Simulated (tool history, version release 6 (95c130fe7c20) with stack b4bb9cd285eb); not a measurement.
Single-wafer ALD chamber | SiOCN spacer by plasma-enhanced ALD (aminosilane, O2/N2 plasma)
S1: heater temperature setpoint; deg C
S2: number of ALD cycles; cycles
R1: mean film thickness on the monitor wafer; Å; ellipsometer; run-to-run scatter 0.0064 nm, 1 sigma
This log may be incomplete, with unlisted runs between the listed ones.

run,hour,S1,S2,R1
1,0.0,395,72,40.306
2,5.6,395,65,36.560
3,12.8,395,60,33.841
4,14.5,405,60,33.275
5,22.4,406,58,32.094
6,27.3,407,57,31.480
7,34.8,408,56,30.873

Run 8 has not been measured yet. What should we expect?
8,37.0,409,56,?

R1: 30.741 Å

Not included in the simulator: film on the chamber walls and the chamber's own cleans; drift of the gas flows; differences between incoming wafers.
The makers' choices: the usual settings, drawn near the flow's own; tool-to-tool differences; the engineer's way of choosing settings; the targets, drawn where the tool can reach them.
